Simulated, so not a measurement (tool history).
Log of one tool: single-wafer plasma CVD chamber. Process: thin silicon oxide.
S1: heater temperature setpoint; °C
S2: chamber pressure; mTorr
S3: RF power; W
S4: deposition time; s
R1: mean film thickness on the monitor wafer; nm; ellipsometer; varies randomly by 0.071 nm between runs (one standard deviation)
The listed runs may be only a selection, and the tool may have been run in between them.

run,hour,S1,S2,S3,S4,R1
1,0,420,738,250,5.97,9.0113
2,1.1,420,821,250,5.97,9.9637
3,2.1,414,821,250,5.97,9.9449
4,9.2,414,821,225,5.97,9.2623
5,12.9,414,899,225,5.97,10.065
6,16.2,414,940,240,5.97,11.026
7,18,413,1033,270,5.97,12.735

Run 8 has not been measured yet. What should we expect?
8,25.9,413,1033,275,5.97,?

R1: 12.789 nm

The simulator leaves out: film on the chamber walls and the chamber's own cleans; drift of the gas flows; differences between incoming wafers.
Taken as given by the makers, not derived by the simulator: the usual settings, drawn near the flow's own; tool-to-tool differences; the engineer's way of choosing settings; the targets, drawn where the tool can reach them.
